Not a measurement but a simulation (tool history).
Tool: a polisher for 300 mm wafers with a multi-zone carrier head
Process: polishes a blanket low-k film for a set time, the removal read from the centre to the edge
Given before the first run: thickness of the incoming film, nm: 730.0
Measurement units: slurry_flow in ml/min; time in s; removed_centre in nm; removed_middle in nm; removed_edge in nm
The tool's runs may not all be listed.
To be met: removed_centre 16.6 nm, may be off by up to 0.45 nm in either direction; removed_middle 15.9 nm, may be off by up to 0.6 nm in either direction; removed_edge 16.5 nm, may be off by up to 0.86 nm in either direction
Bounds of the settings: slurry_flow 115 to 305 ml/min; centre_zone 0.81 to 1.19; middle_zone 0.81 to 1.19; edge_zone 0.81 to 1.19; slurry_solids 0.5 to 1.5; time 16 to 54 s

run	day	slurry_flow	centre_zone	middle_zone	edge_zone	slurry_solids	time	removed_centre	removed_middle	removed_edge
1	0	195	1	1	1	1	35	11.559	12.053	11.703
2	0.071	195	1	1	1	0.85	35	11.109	11.445	11.164
3	0.1	195	1.05	1	1	0.85	35	11.724	11.15	11.088
4	0.192	200	1.06	1.01	1.04	1	35	12.463	12.029	11.979
5	0.404	215	1.06	1.01	1.04	1	35	12.525	12.307	11.942
6	0.462	200	1.07	1.01	1.06	1.1	36	13.262	12.852	12.946
# day 0.488: worn pad replaced by a new one
7	0.488	200	1.09	1.02	1.08	1.2	36	15.885	15.455	14.987
8	0.529	195	1.09	1.02	1.11	1.2	36	15.93	15.216	15.292
9	0.675	195	1.09	1.02	1.13	1.2	36	15.978	15.223	15.024
10	1.033	190	1.08	1.01	1.14	1.25	36	15.989	15.261	15.882
11	1.346	190	1.08	1.01	1.15	1.25	36	15.566	15.084	15.799
12	1.558	195	1.09	1.01	1.16	1.25	36	15.898	15.046	16.323
13	1.854	195	1.09	1.02	1.16	1.25	36	16.18	15.437	16.239

Which one of the following 4 next-run settings gets every result inside its allowed miss? There is exactly one.
A	2.15	225	1	0.92	1.19	1.3	37	?	?	?
B	2.15	195	1.03	1.07	1.13	1.2	37	?	?	?
C	2.15	195	1.09	1.03	1.19	1.25	37	?	?	?
D	2.15	210	1.09	1.08	1.15	1.3	34	?	?	?

move	removed_centre	removed_middle	removed_edge
A	15.728	15.068	16.763
B	15.45	16.346	15.668
C	16.549	16.017	16.276
D	15.595	15.689	15.005
A: its largest miss is bigger than the last run's
B: its largest miss is bigger than the last run's
C: all results in spec
D: its largest miss is bigger than the last run's
So the answer is move C, the one that meets all the targets.

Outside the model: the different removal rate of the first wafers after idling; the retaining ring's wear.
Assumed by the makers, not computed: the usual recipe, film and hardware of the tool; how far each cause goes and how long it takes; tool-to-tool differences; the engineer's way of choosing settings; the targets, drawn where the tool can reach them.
